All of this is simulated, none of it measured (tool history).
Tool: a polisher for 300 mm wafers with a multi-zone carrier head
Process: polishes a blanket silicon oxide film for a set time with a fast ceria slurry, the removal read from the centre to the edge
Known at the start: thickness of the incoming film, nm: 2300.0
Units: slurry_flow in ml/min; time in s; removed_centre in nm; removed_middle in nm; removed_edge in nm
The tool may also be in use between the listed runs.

run,hour,slurry_flow,centre_zone,middle_zone,edge_zone,time,removed_centre,removed_middle,removed_edge
1,0.0,235,1.00,1.00,1.00,39,842.91,868.36,823.34
2,2.5,240,1.01,1.01,1.02,40,879.73,896.99,859.23
3,9.3,240,1.01,0.98,1.02,40,873.78,870.07,846.89
4,15.3,240,1.02,1.00,1.04,41,908.97,882.46,886.88
5,16.4,240,1.02,1.00,1.10,41,910.14,877.15,920.52
6,25.2,245,1.02,1.02,1.10,42,943.02,920.29,945.62
7,26.0,265,1.04,1.12,1.18,52,1208.40,1239.30,1239.30
8,28.6,265,1.04,1.13,1.18,52,1192.30,1263.60,1232.50

Run 9 comes next. What will it give?
9,36.7,270,1.04,1.13,1.18,52,?,?,?

{"run 9": {"removed_centre": 1200.0, "removed_middle": 1254.6, "removed_edge": 1220.3}}
